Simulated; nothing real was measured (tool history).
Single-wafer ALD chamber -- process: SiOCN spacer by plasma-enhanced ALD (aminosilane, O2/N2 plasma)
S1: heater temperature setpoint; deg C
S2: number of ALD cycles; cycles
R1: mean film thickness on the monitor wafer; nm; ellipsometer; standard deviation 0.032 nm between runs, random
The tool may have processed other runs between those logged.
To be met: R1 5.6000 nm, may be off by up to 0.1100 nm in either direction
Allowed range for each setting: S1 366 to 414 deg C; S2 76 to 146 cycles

run 1 hour=0.0 | S1=390 S2=111 | R1=7.0187
run 2 hour=5.8 | S1=383 S2=111 | R1=7.0529
run 3 hour=11.1 | S1=383 S2=99 | R1=6.3017
run 4 hour=16.9 | S1=391 S2=99 | R1=6.3008
run 5 hour=21.5 | S1=387 S2=99 | R1=6.2871
run 6 hour=27.6 | S1=387 S2=91 | R1=5.8419
run 7 hour=36.8 | S1=387 S2=90 | R1=5.7331
run 8 hour=38.5 | S1=387 S2=90 | R1=5.7148

Next run, 5 choices. One meets every target within its allowed miss, the rest don't. Which?
run A hour=40.2 | S1=391 S2=93 | R1=?
run B hour=40.2 | S1=379 S2=88 | R1=?
run C hour=40.2 | S1=391 S2=83 | R1=?
run D hour=40.2 | S1=385 S2=94 | R1=?
run E hour=40.2 | S1=366 S2=83 | R1=?

move=A R1=5.9513
move=B R1=5.6314
move=C R1=5.3114
move=D R1=6.0153
move=E R1=5.3114
A: further off than the last run
B: meets every target
C: carries the result that was furthest off beyond its target, to the other side
D: further off than the last run
E: carries the result that was furthest off beyond its target, to the other side
B meets every target.
